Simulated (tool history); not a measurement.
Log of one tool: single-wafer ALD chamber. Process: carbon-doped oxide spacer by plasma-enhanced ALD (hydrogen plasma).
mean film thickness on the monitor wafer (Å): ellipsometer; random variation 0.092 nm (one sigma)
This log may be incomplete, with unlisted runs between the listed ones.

run  hour  heater temperature setpoint (K)  number of ALD cycles (cycles)  mean film thickness on the monitor wafer (Å)
  1     0                           653.15                            605                                         333.9
  2   5.3                           653.15                            575                                        317.42
  3   7.7                           653.15                            551                                        303.89
  4  10.1                           653.15                            609                                        338.57
  5  16.9                           653.15                            581                                        321.33
  6  26.9                           653.15                            539                                         297.6
  7  34.3                           653.15                            523                                        287.85
  8  39.9                           653.15                            523                                        288.46
  9  44.5                           653.15                            511                                        280.99
 10  53.4                           653.15                            502                                        276.44
 11    57                           653.15                            494                                         273.3
 12  66.8                           653.15                            446                                        244.35
 13  73.1                           653.15                            450                                        247.35

The next listed run, before its measurement:
 14  77.9                           653.15                            475                                             ?

Run 14 gave mean film thickness on the monitor wafer (Å) 262.77.
